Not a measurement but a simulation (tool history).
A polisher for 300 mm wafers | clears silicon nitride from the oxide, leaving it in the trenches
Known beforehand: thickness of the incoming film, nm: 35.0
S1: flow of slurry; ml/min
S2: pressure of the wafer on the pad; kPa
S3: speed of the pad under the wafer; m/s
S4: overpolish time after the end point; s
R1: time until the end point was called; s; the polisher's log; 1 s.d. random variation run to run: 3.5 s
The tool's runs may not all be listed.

| run | hour | S1 | S2 | S3 | S4 | R1 |
|---|---|---|---|---|---|---|
| 1 | 0.0 | 190 | 11.7 | 0.86 | 42 | 94.383 |
| 2 | 3.0 | 190 | 11.0 | 0.84 | 42 | 105.040 |
| 3 | 9.7 | 190 | 11.0 | 0.84 | 46 | 98.470 |
| 4 | 16.0 | 190 | 10.3 | 0.82 | 46 | 109.600 |
| 5 | 16.8 | 190 | 9.7 | 0.80 | 46 | 124.000 |
| 6 | 21.8 | 220 | 9.7 | 0.80 | 46 | 118.930 |
|  | 23.1 | worn pad replaced by a new one |
| 7 | 23.1 | 220 | 9.0 | 0.80 | 46 | 117.750 |
| 8 | 28.3 | 220 | 9.0 | 0.80 | 46 | 117.310 |

Estimate the outcome of run 9 from the log above:
| 9 | 35.7 | 215 | 8.3 | 0.78 | 46 | ? |

R1: 129.050 s
